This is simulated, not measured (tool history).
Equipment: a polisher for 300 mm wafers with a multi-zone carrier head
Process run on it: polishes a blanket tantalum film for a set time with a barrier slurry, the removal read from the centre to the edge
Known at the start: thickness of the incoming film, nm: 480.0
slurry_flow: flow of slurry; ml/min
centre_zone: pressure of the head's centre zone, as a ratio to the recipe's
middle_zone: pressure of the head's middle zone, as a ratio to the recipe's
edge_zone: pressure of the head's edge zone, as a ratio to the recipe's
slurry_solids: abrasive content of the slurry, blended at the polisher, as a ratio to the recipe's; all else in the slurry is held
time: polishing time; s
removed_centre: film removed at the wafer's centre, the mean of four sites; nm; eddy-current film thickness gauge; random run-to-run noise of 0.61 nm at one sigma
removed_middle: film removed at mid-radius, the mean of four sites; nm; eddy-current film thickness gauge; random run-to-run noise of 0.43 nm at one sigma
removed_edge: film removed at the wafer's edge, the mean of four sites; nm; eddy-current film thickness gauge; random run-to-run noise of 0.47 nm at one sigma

run 1 day=0 | slurry_flow=190 centre_zone=1 middle_zone=1 edge_zone=1 slurry_solids=1 time=67 | removed_centre=72.169 removed_middle=71.531 removed_edge=71.061
run 2 day=0.025 | slurry_flow=190 centre_zone=1 middle_zone=1.01 edge_zone=0.95 slurry_solids=0.85 time=63 | removed_centre=65.456 removed_middle=65.977 removed_edge=64.265
run 3 day=0.05 | slurry_flow=190 centre_zone=1.02 middle_zone=1.03 edge_zone=0.91 slurry_solids=0.75 time=59 | removed_centre=58.867 removed_middle=60.162 removed_edge=56.222
run 4 day=0.133 | slurry_flow=180 centre_zone=1.04 middle_zone=1.04 edge_zone=0.88 slurry_solids=0.7 time=59 | removed_centre=58.523 removed_middle=59.113 removed_edge=53.692
run 5 day=0.25 | slurry_flow=180 centre_zone=1.04 middle_zone=1.04 edge_zone=0.88 slurry_solids=0.9 time=59 | removed_centre=62.635 removed_middle=63.49 removed_edge=58.348
run 6 day=0.275 | slurry_flow=180 centre_zone=1.04 middle_zone=1.04 edge_zone=0.88 slurry_solids=1 time=59 | removed_centre=64.095 removed_middle=65.335 removed_edge=60.728
run 7 day=0.496 | slurry_flow=175 centre_zone=1.04 middle_zone=1.04 edge_zone=0.86 slurry_solids=0.85 time=59 | removed_centre=62.313 removed_middle=61.404 removed_edge=57.308
run 8 day=0.667 | slurry_flow=170 centre_zone=1 middle_zone=1.12 edge_zone=0.81 slurry_solids=0.6 time=54 | removed_centre=47.975 removed_middle=53.672 removed_edge=45.236

Run 9 comes next. What will it give?
run 9 day=1.033 | slurry_flow=175 centre_zone=1.02 middle_zone=1.1 edge_zone=0.82 slurry_solids=0.6 time=54 | removed_centre=? removed_middle=? removed_edge=?

{"run 9": {"removed_centre": 49.978, "removed_middle": 53.585, "removed_edge": 45.525}}
